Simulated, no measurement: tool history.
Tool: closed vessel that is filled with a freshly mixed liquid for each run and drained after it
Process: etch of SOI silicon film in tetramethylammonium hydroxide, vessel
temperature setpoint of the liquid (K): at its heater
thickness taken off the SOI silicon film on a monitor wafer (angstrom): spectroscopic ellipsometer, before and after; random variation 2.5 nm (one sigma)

run,day,temperature setpoint of the liquid (K),concentration of hydroxide in the mixed liquid (% by weight),time in the liquid (s),thickness taken off the SOI silicon film on a monitor wafer (angstrom)
1,0,337.15,15.5,100,3975.4
2,0.362,332.15,15.5,100,2934.1
3,0.704,332.15,17,100,2807.4
4,0.925,332.65,17,100,2962.4
5,1.275,332.65,17,100,2880.5
6,1.425,327.65,17,100,2132.2
7,1.733,328.65,17,100,2259.9
8,1.929,329.65,17,100,2429.6
9,2.138,330.65,17,100,2522.4
10,2.488,331.15,17,100,2675.2
11,2.821,331.65,17,100,2742.7

Run 12 comes next. What will it give?
12,2.871,332.15,17,100,?

{"run 12": {"thickness taken off the SOI silicon film on a monitor wafer (angstrom)": 2845.1}}
